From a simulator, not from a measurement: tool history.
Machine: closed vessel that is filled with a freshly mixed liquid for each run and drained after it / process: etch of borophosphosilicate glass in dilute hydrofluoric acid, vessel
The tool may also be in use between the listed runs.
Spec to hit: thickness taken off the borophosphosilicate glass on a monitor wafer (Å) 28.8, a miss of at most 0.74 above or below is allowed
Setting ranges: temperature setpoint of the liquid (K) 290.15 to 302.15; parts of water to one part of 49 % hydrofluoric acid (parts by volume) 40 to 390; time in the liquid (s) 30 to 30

run  hour  temperature setpoint of the liquid (K)  parts of water to one part of 49 % hydrofluoric acid (parts by volume)  time in the liquid (s)  thickness taken off the borophosphosilicate glass on a monitor wafer (Å)
  1     0                                  294.15                                                                     215                      30                                                                    53.497
  2   4.2                                  292.65                                                                     245                      30                                                                    42.085
  3  11.2                                  291.65                                                                     260                      30                                                                     37.85
  4  13.6                                  293.65                                                                     260                      30                                                                    41.218
  5  14.8                                  292.15                                                                     260                      30                                                                    38.902
  6  22.5                                  291.65                                                                     275                      30                                                                    35.795
  7  25.8                                  291.15                                                                     285                      30                                                                    33.609
  8  30.9                                  290.65                                                                     295                      30                                                                    31.401
  9  33.6                                  290.65                                                                     300                      30                                                                    31.174
 10  38.8                                  290.65                                                                     305                      30                                                                    30.097

Which single option among these 5 for the next run brings every result within its allowed miss of target? Just one does.
  A    44                                  291.65                                                                     300                      30                                                                         ?
  B    44                                  290.65                                                                     300                      30                                                                         ?
  C    44                                  291.15                                                                     300                      30                                                                         ?
  D    44                                  290.15                                                                     295                      30                                                                         ?
  E    44                                  290.15                                                                     310                      30                                                                         ?

move  thickness taken off the borophosphosilicate glass on a monitor wafer (Å)
   A                                                                     31.86
   B                                                                     30.69
   C                                                                    31.272
   D                                                                    30.755
   E                                                                    28.903
A: its largest miss is bigger than the last run's
B: its largest miss is bigger than the last run's
C: its largest miss is bigger than the last run's
D: its largest miss is bigger than the last run's
E: in spec on every target
Correct choice: E, which meets every target
